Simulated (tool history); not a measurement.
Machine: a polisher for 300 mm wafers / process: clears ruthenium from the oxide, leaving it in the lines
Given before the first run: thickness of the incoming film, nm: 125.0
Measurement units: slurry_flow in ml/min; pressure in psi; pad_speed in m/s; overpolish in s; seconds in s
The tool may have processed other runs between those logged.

run,hour,slurry_flow,pressure,pad_speed,overpolish,seconds
1,0,215,1.7,0.82,24,189.24
2,4.2,210,1.4,0.7,24,266.88
3,9.3,210,1.4,0.52,24,320.74
4,14.8,210,1.4,0.52,24,326.3
5,18.7,210,1.2,0.48,24,404.44
6,19.5,210,1.2,0.48,25,397.04
7,28.1,210,1.2,0.48,25,397.3
8,32.3,210,1.1,0.48,25,426.54

The next listed run, before its measurement:
9,40.4,210,1,0.48,25,?

Run 9 produced seconds 482.87 s.
